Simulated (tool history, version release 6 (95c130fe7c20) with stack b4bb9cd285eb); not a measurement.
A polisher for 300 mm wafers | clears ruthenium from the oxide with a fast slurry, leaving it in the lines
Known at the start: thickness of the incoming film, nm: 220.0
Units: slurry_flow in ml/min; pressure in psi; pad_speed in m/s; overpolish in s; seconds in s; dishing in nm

Run 1, hour 0.0: slurry_flow 225 ml/min, pressure 2.9 psi, pad_speed 1.30 m/s, slurry_solids 1.0, overpolish 29 s. Result: seconds 41.398 s, dishing 106.620 nm.
Run 2, hour 4.0: slurry_flow 230 ml/min, pressure 3.0 psi, pad_speed 1.30 m/s, slurry_solids 1.0, overpolish 27 s. Result: seconds 40.200 s, dishing 101.020 nm.
Run 3, hour 7.9: slurry_flow 230 ml/min, pressure 2.4 psi, pad_speed 1.30 m/s, slurry_solids 1.0, overpolish 27 s. Result: seconds 50.256 s, dishing 84.635 nm.
Run 4, hour 11.4: slurry_flow 205 ml/min, pressure 2.4 psi, pad_speed 1.30 m/s, slurry_solids 1.0, overpolish 27 s. Result: seconds 51.144 s, dishing 84.430 nm.
Run 5, hour 15.8: slurry_flow 205 ml/min, pressure 2.4 psi, pad_speed 1.30 m/s, slurry_solids 1.2, overpolish 27 s. Result: seconds 46.195 s, dishing 92.469 nm.
Run 6, hour 20.9: slurry_flow 215 ml/min, pressure 2.6 psi, pad_speed 1.30 m/s, slurry_solids 1.2, overpolish 26 s. Result: seconds 41.372 s, dishing 95.803 nm.

Forecast run 7:
Run 7, hour 27.5: slurry_flow 230 ml/min, pressure 2.7 psi, pad_speed 1.30 m/s, slurry_solids 1.2, overpolish 26 s. Result: seconds ?, dishing ?.

seconds: 40.252 s
dishing: 100.420 nm
